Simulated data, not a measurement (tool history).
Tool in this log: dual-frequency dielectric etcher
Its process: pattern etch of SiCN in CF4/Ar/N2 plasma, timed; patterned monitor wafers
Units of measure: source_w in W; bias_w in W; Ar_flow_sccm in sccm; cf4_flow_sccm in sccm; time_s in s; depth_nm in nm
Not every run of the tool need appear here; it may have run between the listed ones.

run  hour  source_w  bias_w  Ar_flow_sccm  cf4_flow_sccm  time_s  depth_nm
  1     0       430      94            85             59    70.5    62.268
  2   7.1       400      93            85             59    70.5     57.93
  3  12.5       380      93            85             59    70.5    55.283
  4    20       380     104            85             59    70.5    57.662
  5  24.6       360     104            85             59    70.5    54.565
  6  25.6       360     104            85             67    70.5    55.175
  7    33       270     102            85             67    70.5     41.87

Expected results for the next run?
  8    41       280     102            85             67    70.5         ?

Run 8 yielded depth_nm 43.535 nm.
